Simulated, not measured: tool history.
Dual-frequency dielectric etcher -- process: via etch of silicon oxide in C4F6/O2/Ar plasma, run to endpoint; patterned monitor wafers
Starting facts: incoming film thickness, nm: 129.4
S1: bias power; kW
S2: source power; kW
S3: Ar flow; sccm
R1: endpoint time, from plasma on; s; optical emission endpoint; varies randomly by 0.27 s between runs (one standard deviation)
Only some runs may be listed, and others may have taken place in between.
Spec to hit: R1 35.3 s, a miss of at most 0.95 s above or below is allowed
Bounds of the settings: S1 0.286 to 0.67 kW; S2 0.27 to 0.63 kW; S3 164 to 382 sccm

run,hour,S1,S2,S3,R1
1,0,0.478,0.45,273,29.602
2,3,0.457,0.44,275,30.312
3,9.3,0.438,0.43,277,30.985
4,10.7,0.482,0.43,277,29.906
5,13.9,0.482,0.43,299,30.304
6,20.9,0.482,0.39,299,31.363
7,29.6,0.466,0.38,300,31.969
8,34,0.453,0.38,301,32.275

Of the 5 settings listed for the next run, only one would bring every result within its allowed miss of target. Which one?
A,38.4,0.491,0.31,266,?
B,38.4,0.296,0.33,252,?
C,38.4,0.476,0.33,317,?
D,38.4,0.408,0.29,262,?
E,38.4,0.48,0.36,343,?

move,R1
A,32.748
B,37.6
C,33.237
D,35.458
E,32.622
A: closes in on the targets versus the last run, not all within tolerance yet
B: the result that was furthest off in the last run now lies on the other side of its target
C: closes in on the targets versus the last run, not all within tolerance yet
D: in spec on every target
E: closes in on the targets versus the last run, not all within tolerance yet
Go with D: it meets all targets.
